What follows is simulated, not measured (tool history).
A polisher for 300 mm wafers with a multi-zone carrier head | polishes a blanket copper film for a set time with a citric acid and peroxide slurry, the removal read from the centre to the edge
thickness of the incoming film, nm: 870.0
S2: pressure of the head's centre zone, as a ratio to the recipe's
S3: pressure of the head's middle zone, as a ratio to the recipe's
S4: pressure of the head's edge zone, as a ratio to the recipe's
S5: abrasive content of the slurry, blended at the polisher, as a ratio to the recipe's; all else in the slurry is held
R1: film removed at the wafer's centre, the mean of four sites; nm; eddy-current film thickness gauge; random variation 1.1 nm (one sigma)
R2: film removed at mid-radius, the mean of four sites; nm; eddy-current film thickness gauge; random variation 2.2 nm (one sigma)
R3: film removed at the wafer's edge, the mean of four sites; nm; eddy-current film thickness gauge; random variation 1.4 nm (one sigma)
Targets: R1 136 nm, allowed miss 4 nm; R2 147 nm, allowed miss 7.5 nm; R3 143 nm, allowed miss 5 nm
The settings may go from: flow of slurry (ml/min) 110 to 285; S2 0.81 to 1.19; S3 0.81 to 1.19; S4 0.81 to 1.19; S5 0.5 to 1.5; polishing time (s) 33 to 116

{"run": 1, "hour": 0.0, "flow of slurry (ml/min)": 180, "S2": 1, "S3": 1, "S4": 1, "S5": 1, "polishing time (s)": 74, "R1": 182.19, "R2": 175.5, "R3": 182.36}
{"run": 2, "hour": 7.7, "flow of slurry (ml/min)": 180, "S2": 1, "S3": 1, "S4": 1, "S5": 0.8, "polishing time (s)": 74, "R1": 174.99, "R2": 163.32, "R3": 171.47}
{"run": 3, "hour": 9.6, "flow of slurry (ml/min)": 170, "S2": 0.96, "S3": 1.01, "S4": 0.97, "S5": 0.75, "polishing time (s)": 74, "R1": 160.83, "R2": 165.07, "R3": 163.33}
{"run": 4, "hour": 11.9, "flow of slurry (ml/min)": 170, "S2": 0.96, "S3": 1.01, "S4": 0.89, "S5": 0.75, "polishing time (s)": 74, "R1": 157.55, "R2": 163.75, "R3": 156.53}
{"run": 5, "hour": 15.0, "flow of slurry (ml/min)": 160, "S2": 0.94, "S3": 0.99, "S4": 0.88, "S5": 0.7, "polishing time (s)": 74, "R1": 149.33, "R2": 148.89, "R3": 153.01}
{"run": 6, "hour": 23.0, "flow of slurry (ml/min)": 160, "S2": 0.94, "S3": 0.95, "S4": 0.88, "S5": 0.7, "polishing time (s)": 74, "R1": 152, "R2": 148.08, "R3": 154.2}
{"run": 7, "hour": 24.1, "flow of slurry (ml/min)": 155, "S2": 0.93, "S3": 0.96, "S4": 0.86, "S5": 0.7, "polishing time (s)": 74, "R1": 150.18, "R2": 151.4, "R3": 153.41}
{"run": 8, "hour": 32.2, "flow of slurry (ml/min)": 150, "S2": 0.92, "S3": 0.97, "S4": 0.85, "S5": 0.65, "polishing time (s)": 74, "R1": 141.91, "R2": 147.56, "R3": 146.08}

Which of these 5 next moves meets every target?
{"run": "A", "hour": 40.3, "flow of slurry (ml/min)": 170, "S2": 1.01, "S3": 1.02, "S4": 0.83, "S5": 0.55, "polishing time (s)": 74, "R1": "?", "R2": "?", "R3": "?"}
{"run": "B", "hour": 40.3, "flow of slurry (ml/min)": 140, "S2": 0.87, "S3": 0.86, "S4": 0.86, "S5": 0.6, "polishing time (s)": 73, "R1": "?", "R2": "?", "R3": "?"}
{"run": "C", "hour": 40.3, "flow of slurry (ml/min)": 135, "S2": 0.83, "S3": 0.94, "S4": 0.9, "S5": 0.8, "polishing time (s)": 71, "R1": "?", "R2": "?", "R3": "?"}
{"run": "D", "hour": 40.3, "flow of slurry (ml/min)": 125, "S2": 0.91, "S3": 1, "S4": 0.84, "S5": 0.85, "polishing time (s)": 69, "R1": "?", "R2": "?", "R3": "?"}
{"run": "E", "hour": 40.3, "flow of slurry (ml/min)": 160, "S2": 0.94, "S3": 1.05, "S4": 0.81, "S5": 0.6, "polishing time (s)": 69, "R1": "?", "R2": "?", "R3": "?"}

move=A R1=153.85 R2=150.35 R3=143.14
move=B R1=127.84 R2=126.84 R3=142.76
move=C R1=127.53 R2=142.96 R3=152.01
move=D R1=135.24 R2=145.84 R3=144.59
move=E R1=135.2 R2=145.82 R3=134.7
A: further off than the last run
B: takes the result that was furthest off past its target
C: takes the result that was furthest off past its target
D: meets every target
E: brings the result that was furthest off to its target, and leaves another outside
Move D is the one to make.

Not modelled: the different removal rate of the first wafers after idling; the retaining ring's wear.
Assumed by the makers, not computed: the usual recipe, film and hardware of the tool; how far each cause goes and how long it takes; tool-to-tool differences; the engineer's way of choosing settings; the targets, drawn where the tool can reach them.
